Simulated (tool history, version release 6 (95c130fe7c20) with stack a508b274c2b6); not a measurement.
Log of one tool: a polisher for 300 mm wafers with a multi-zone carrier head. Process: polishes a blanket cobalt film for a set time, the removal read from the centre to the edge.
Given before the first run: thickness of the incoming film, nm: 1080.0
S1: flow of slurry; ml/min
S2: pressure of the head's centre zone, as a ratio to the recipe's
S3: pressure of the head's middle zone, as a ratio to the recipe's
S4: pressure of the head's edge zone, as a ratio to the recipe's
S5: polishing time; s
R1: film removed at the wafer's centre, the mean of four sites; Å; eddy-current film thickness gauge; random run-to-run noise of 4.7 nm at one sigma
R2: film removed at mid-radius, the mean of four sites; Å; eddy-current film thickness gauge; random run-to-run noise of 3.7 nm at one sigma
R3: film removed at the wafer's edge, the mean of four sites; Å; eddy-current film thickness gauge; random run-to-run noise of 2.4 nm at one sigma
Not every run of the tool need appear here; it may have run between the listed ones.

| run | hour | S1 | S2 | S3 | S4 | S5 | R1 | R2 | R3 |
|---|---|---|---|---|---|---|---|---|---|
| 1 | 0 | 285 | 1 | 1 | 1 | 61 | 3112.1 | 3058.5 | 3037.7 |
| 2 | 8.7 | 285 | 1 | 1 | 1.08 | 61 | 3136.7 | 3143.8 | 3121.2 |
| 3 | 10.4 | 290 | 1.03 | 0.98 | 1.1 | 65 | 3356.3 | 3208.6 | 3398.4 |
| 4 | 15.4 | 300 | 1.08 | 1 | 1.11 | 67 | 3658.7 | 3408 | 3508.8 |
| 5 | 21.8 | 300 | 1.08 | 1 | 1.16 | 67 | 3688.1 | 3391.3 | 3611.2 |
| 6 | 23.6 | 310 | 1.1 | 1 | 1.17 | 68 | 3805.7 | 3434.9 | 3676.9 |
| 7 | 30.5 | 315 | 1.12 | 1 | 1.18 | 69 | 4050.6 | 3510.8 | 3777.2 |
| 8 | 39.1 | 325 | 1.12 | 1 | 1.18 | 70 | 4094.4 | 3553.1 | 3817 |
| 9 | 41.1 | 330 | 1.12 | 1 | 1.18 | 71 | 4107.5 | 3681.3 | 3865.6 |

The next listed run, before its measurement:
| 10 | 43.9 | 325 | 1.13 | 1 | 1.18 | 71 | ? | ? | ? |

Run 10 gave R1 4188.7 Å, R2 3673.2 Å, R3 3872 Å.
